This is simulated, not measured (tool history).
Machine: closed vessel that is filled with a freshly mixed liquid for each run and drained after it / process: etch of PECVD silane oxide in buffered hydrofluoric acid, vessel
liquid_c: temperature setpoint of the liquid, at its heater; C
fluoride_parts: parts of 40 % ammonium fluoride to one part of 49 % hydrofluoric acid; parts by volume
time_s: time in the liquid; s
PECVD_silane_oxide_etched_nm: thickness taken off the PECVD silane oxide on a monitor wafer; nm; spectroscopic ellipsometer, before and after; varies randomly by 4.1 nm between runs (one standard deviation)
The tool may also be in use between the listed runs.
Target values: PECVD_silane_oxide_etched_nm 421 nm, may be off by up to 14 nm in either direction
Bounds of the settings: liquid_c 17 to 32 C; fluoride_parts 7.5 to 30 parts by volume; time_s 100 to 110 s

| run | day | liquid_c | fluoride_parts | time_s | PECVD_silane_oxide_etched_nm |
|---|---|---|---|---|---|
| 1 | 0 | 24 | 21 | 100 | 146.44 |
| 2 | 0.158 | 26 | 21 | 100 | 165.59 |
| 3 | 0.221 | 27 | 18.5 | 100 | 193.18 |
| 4 | 0.267 | 24.5 | 18.5 | 100 | 167.29 |
| 5 | 0.521 | 26 | 16.5 | 100 | 202.33 |
| 6 | 0.567 | 26 | 13.5 | 100 | 247.93 |
| 7 | 0.85 | 27 | 13 | 100 | 264.77 |
| 8 | 1.225 | 28 | 12.5 | 100 | 291.41 |
| 9 | 1.479 | 28.5 | 12 | 100 | 313.92 |
| 10 | 1.775 | 29 | 12 | 100 | 324.28 |
| 11 | 1.808 | 29 | 12 | 100 | 326.83 |
| 12 | 1.908 | 29.5 | 12 | 100 | 333.52 |
| 13 | 2.133 | 30 | 12 | 100 | 345.42 |
| 14 | 2.433 | 30.5 | 12 | 100 | 346.85 |
| 15 | 2.721 | 31 | 11.5 | 100 | 374.09 |

Which single option among these 5 for the next run brings every result within its allowed miss of target? Just one does.
| A | 3.008 | 30 | 13.5 | 100 | ? |
| B | 3.008 | 30 | 11.5 | 110 | ? |
| C | 3.008 | 31 | 11 | 100 | ? |
| D | 3.008 | 30 | 12.5 | 100 | ? |
| E | 3.008 | 32 | 11.5 | 105 | ? |

| move | PECVD_silane_oxide_etched_nm |
|---|---|
| A | 309 |
| B | 397.51 |
| C | 397.62 |
| D | 333.14 |
| E | 421.15 |
A: misses by more than the last run did
B: nearer the targets than the last run, but a result is still out of spec
C: nearer the targets than the last run, but a result is still out of spec
D: misses by more than the last run did
E: in spec on every target
E meets every target.
